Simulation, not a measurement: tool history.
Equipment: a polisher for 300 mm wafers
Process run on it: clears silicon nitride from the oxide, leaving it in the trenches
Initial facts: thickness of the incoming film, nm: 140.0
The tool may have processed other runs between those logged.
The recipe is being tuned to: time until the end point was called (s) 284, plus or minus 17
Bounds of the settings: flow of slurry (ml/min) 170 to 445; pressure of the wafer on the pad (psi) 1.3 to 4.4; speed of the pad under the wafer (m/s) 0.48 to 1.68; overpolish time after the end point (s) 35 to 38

run    day  flow of slurry (ml/min)  pressure of the wafer on the pad (psi)  speed of the pad under the wafer (m/s)  overpolish time after the end point (s)  time until the end point was called (s)
  1      0                      285                                     2.8                                    1.08                                       35                                   171.73
  2  0.204                      285                                     2.4                                    1.06                                       35                                   203.86
  3  0.571                      285                                     3.1                                    1.06                                       35                                   157.49
  4  0.604                      285                                     3.1                                    1.06                                       38                                   151.44
  5   0.75                      285                                     3.1                                    1.06                                       35                                    159.5
  6  0.992                      285                                     2.7                                    1.06                                       35                                   172.24
  7   1.05                      285                                     2.7                                    1.06                                       35                                   175.05
  8  1.379                      285                                     2.3                                    1.04                                       35                                   209.59
  9   1.55                      285                                     2.1                                    1.02                                       35                                   226.93
 10  1.838                      285                                     1.9                                    1.02                                       35                                   258.91

Exercise: of the 5 proposed moves below, exactly one satisfies all targets within the stated allowed misses. Which move is it?
  A  2.125                      310                                     2.2                                     1.1                                       35                                        ?
  B  2.125                      315                                     1.6                                     1.1                                       35                                        ?
  C  2.125                      285                                     1.6                                    0.94                                       35                                        ?
  D  2.125                      270                                     1.6                                    1.22                                       38                                        ?
  E  2.125                      250                                     2.3                                    0.92                                       37                                        ?

move  time until the end point was called (s)
   A                                   205.32
   B                                   278.04
   C                                   326.12
   D                                   254.32
   E                                   237.73
A: misses by more than the last run did
B: every result within its allowed miss
C: the result that was furthest off in the last run now lies on the other side of its target
D: misses by more than the last run did
E: misses by more than the last run did
Answer: B

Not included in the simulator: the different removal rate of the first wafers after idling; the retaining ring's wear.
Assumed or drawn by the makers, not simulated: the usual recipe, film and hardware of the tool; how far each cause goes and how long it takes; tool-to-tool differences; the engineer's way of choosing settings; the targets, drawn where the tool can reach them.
